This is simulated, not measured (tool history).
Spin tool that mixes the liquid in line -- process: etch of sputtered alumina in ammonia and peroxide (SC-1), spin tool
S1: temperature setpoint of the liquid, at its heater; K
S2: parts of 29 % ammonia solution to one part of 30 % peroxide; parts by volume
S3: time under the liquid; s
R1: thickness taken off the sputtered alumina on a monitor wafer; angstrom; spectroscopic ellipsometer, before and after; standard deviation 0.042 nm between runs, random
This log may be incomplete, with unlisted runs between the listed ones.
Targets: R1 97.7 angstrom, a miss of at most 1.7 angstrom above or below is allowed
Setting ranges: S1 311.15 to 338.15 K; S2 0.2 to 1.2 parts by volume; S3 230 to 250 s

run	hour	S1	S2	S3	R1
1	0	322.15	1	230	164.58
2	8.5	322.15	1	250	179.78
3	10.1	325.15	1	250	211.41
4	15.7	320.15	0.85	250	157.72
5	23.7	320.15	1	250	160.8
6	31.1	317.15	1	250	136.45
7	34	315.15	1	250	120.77
8	36.7	313.65	1	250	110.06

Pick the move, out of 5, that brings all results within their allowed miss; only one does.
A	39.4	313.15	0.95	230	?
B	39.4	312.65	0.95	230	?
C	39.4	312.15	1	230	?
D	39.4	311.15	1	245	?
E	39.4	312.15	1.2	230	?

move	R1
A	97.318
B	94.485
C	92.177
D	92.506
E	93.803
A: all results in spec
B: carries the result that was furthest off beyond its target, to the other side
C: carries the result that was furthest off beyond its target, to the other side
D: carries the result that was furthest off beyond its target, to the other side
E: carries the result that was furthest off beyond its target, to the other side
Answer: A
